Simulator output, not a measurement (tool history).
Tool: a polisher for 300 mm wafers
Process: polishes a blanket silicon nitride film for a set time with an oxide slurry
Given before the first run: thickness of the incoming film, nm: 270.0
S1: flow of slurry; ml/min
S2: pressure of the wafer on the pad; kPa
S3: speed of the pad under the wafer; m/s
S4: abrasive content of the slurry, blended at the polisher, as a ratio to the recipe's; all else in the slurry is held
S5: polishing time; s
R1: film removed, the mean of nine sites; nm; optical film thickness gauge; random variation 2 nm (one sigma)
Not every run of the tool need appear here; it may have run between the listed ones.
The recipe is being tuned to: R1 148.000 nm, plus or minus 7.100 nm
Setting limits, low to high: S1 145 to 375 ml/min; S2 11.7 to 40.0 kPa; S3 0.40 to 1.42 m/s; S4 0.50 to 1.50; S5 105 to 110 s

{"run": 1, "hour": 0.0, "S1": 240, "S2": 25.5, "S3": 0.9, "S4": 1.0, "S5": 105, "R1": 75.295}
{"run": 2, "hour": 7.5, "S1": 240, "S2": 29.6, "S3": 0.94, "S4": 1.0, "S5": 105, "R1": 89.743}
{"run": 3, "hour": 14.8, "S1": 295, "S2": 29.6, "S3": 0.94, "S4": 1.0, "S5": 105, "R1": 93.638}
{"run": 4, "hour": 22.9, "S1": 295, "S2": 32.4, "S3": 0.96, "S4": 1.0, "S5": 105, "R1": 99.906}
{"run": 5, "hour": 28.2, "S1": 295, "S2": 32.4, "S3": 0.96, "S4": 1.0, "S5": 110, "R1": 104.85}
{"run": 6, "hour": 35.2, "S1": 295, "S2": 32.4, "S3": 0.96, "S4": 1.0, "S5": 105, "R1": 102.4}
{"run": 7, "hour": 40.7, "S1": 295, "S2": 39.3, "S3": 1.06, "S4": 1.0, "S5": 105, "R1": 134.45}
{"run": 8, "hour": 49.2, "S1": 295, "S2": 39.3, "S3": 1.08, "S4": 1.0, "S5": 105, "R1": 131.59}
{"run": 9, "hour": 56.1, "S1": 295, "S2": 39.3, "S3": 1.12, "S4": 1.0, "S5": 105, "R1": 133.65}

Which of these 4 next moves meets every target?
{"run": "A", "hour": 63.0, "S1": 290, "S2": 35.9, "S3": 1.18, "S4": 1.05, "S5": 105, "R1": "?"}
{"run": "B", "hour": 63.0, "S1": 280, "S2": 36.5, "S3": 1.12, "S4": 1.0, "S5": 108, "R1": "?"}
{"run": "C", "hour": 63.0, "S1": 305, "S2": 36.5, "S3": 1.16, "S4": 0.95, "S5": 105, "R1": "?"}
{"run": "D", "hour": 63.0, "S1": 230, "S2": 40.0, "S3": 1.1, "S4": 1.15, "S5": 107, "R1": "?"}

move=A R1=132.730
move=B R1=130.260
move=C R1=128.500
move=D R1=143.840
A: further off than the last run
B: further off than the last run
C: further off than the last run
D: all results land within tolerance of their targets
Move D is the one to make.
